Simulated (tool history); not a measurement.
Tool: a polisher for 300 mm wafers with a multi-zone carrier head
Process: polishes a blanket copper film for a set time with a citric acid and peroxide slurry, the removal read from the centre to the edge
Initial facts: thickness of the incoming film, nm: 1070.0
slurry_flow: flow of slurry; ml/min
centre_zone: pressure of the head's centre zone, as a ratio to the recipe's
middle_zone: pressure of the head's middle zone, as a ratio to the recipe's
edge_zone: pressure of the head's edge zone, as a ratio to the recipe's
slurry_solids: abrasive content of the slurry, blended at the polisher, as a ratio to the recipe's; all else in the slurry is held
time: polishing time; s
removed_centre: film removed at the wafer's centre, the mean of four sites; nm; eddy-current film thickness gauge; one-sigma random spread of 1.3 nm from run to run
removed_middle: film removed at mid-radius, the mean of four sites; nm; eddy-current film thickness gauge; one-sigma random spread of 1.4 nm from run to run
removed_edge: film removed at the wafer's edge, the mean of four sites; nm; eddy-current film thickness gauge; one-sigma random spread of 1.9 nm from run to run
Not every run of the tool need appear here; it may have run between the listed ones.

{"run": 1, "day": 0.0, "slurry_flow": 145, "centre_zone": 1.0, "middle_zone": 1.0, "edge_zone": 1.0, "slurry_solids": 1.0, "time": 50, "removed_centre": 237.37, "removed_middle": 227.41, "removed_edge": 239.88}
{"run": 2, "day": 0.329, "slurry_flow": 165, "centre_zone": 1.0, "middle_zone": 1.0, "edge_zone": 1.0, "slurry_solids": 1.0, "time": 50, "removed_centre": 242.28, "removed_middle": 236.32, "removed_edge": 245.23}
{"run": 3, "day": 0.638, "slurry_flow": 160, "centre_zone": 1.0, "middle_zone": 1.0, "edge_zone": 0.98, "slurry_solids": 0.95, "time": 48, "removed_centre": 229.88, "removed_middle": 216.49, "removed_edge": 230.69}
{"run": 4, "day": 0.838, "slurry_flow": 160, "centre_zone": 1.0, "middle_zone": 1.0, "edge_zone": 0.98, "slurry_solids": 1.15, "time": 48, "removed_centre": 238.26, "removed_middle": 232.17, "removed_edge": 242.9}
{"run": 5, "day": 0.892, "slurry_flow": 160, "centre_zone": 1.04, "middle_zone": 1.0, "edge_zone": 0.98, "slurry_solids": 1.15, "time": 48, "removed_centre": 249.27, "removed_middle": 225.37, "removed_edge": 242.86}
{"run": 6, "day": 0.992, "slurry_flow": 155, "centre_zone": 1.03, "middle_zone": 1.0, "edge_zone": 0.96, "slurry_solids": 1.1, "time": 47, "removed_centre": 237.81, "removed_middle": 222.32, "removed_edge": 231.82}
{"run": 7, "day": 1.333, "slurry_flow": 130, "centre_zone": 0.98, "middle_zone": 0.9, "edge_zone": 0.86, "slurry_solids": 0.85, "time": 33, "removed_centre": 147.09, "removed_middle": 130.8, "removed_edge": 139.72}
{"run": 8, "day": 1.496, "slurry_flow": 130, "centre_zone": 0.98, "middle_zone": 0.91, "edge_zone": 0.86, "slurry_solids": 0.85, "time": 33, "removed_centre": 144.74, "removed_middle": 131.94, "removed_edge": 136.76}

Run 9 has not been measured yet. What should we expect?
{"run": 9, "day": 1.854, "slurry_flow": 130, "centre_zone": 0.98, "middle_zone": 0.92, "edge_zone": 0.86, "slurry_solids": 0.85, "time": 33, "removed_centre": "?", "removed_middle": "?", "removed_edge": "?"}

For run 9 the tool returned removed_centre 148.09 nm, removed_middle 135.37 nm, removed_edge 139.26 nm.
